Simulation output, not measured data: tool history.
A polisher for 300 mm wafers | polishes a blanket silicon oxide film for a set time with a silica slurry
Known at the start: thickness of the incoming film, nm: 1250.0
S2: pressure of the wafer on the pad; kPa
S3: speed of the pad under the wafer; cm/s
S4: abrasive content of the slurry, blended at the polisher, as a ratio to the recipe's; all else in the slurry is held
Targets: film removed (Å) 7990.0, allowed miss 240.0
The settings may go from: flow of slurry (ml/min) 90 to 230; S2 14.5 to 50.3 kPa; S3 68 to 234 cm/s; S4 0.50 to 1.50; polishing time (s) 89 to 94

Run 1, day 0.000: flow of slurry (ml/min) 150, S2 32.4 kPa, S3 150 cm/s, S4 1.00, polishing time (s) 89. Result: film removed (Å) 5148.8.
Run 2, day 0.104: flow of slurry (ml/min) 150, S2 37.2 kPa, S3 150 cm/s, S4 1.00, polishing time (s) 89. Result: film removed (Å) 5846.1.
Run 3, day 0.254: flow of slurry (ml/min) 130, S2 37.2 kPa, S3 150 cm/s, S4 1.00, polishing time (s) 89. Result: film removed (Å) 5656.5.
Run 4, day 0.475: flow of slurry (ml/min) 130, S2 32.4 kPa, S3 150 cm/s, S4 1.00, polishing time (s) 89. Result: film removed (Å) 5031.5.
Run 5, day 0.654: flow of slurry (ml/min) 140, S2 37.2 kPa, S3 152 cm/s, S4 1.00, polishing time (s) 89. Result: film removed (Å) 5926.7.
Run 6, day 0.975: flow of slurry (ml/min) 150, S2 39.3 kPa, S3 152 cm/s, S4 1.00, polishing time (s) 89. Result: film removed (Å) 6254.3.
Run 7, day 1.121: flow of slurry (ml/min) 160, S2 41.4 kPa, S3 152 cm/s, S4 1.00, polishing time (s) 89. Result: film removed (Å) 6695.5.
Run 8, day 1.317: flow of slurry (ml/min) 165, S2 42.7 kPa, S3 152 cm/s, S4 1.00, polishing time (s) 89. Result: film removed (Å) 6945.3.
Run 9, day 1.550: flow of slurry (ml/min) 170, S2 44.1 kPa, S3 152 cm/s, S4 1.00, polishing time (s) 89. Result: film removed (Å) 7193.7.
Run 10, day 1.762: flow of slurry (ml/min) 170, S2 45.5 kPa, S3 152 cm/s, S4 1.00, polishing time (s) 89. Result: film removed (Å) 7475.6.

Which of these 4 next moves meets every target?
Run A, day 1.975: flow of slurry (ml/min) 180, S2 50.3 kPa, S3 132 cm/s, S4 0.85, polishing time (s) 94. Result: film removed (Å) ?.
Run B, day 1.975: flow of slurry (ml/min) 140, S2 45.5 kPa, S3 136 cm/s, S4 1.00, polishing time (s) 92. Result: film removed (Å) ?.
Run C, day 1.975: flow of slurry (ml/min) 125, S2 46.2 kPa, S3 140 cm/s, S4 1.05, polishing time (s) 89. Result: film removed (Å) ?.
Run D, day 1.975: flow of slurry (ml/min) 180, S2 47.6 kPa, S3 158 cm/s, S4 0.95, polishing time (s) 90. Result: film removed (Å) ?.

move  film removed (Å)
   A            7306.3
   B            6823.2
   C            6853.5
   D            7996.9
A: further off than the last run
B: further off than the last run
C: further off than the last run
D: meets every target
The right move is D.

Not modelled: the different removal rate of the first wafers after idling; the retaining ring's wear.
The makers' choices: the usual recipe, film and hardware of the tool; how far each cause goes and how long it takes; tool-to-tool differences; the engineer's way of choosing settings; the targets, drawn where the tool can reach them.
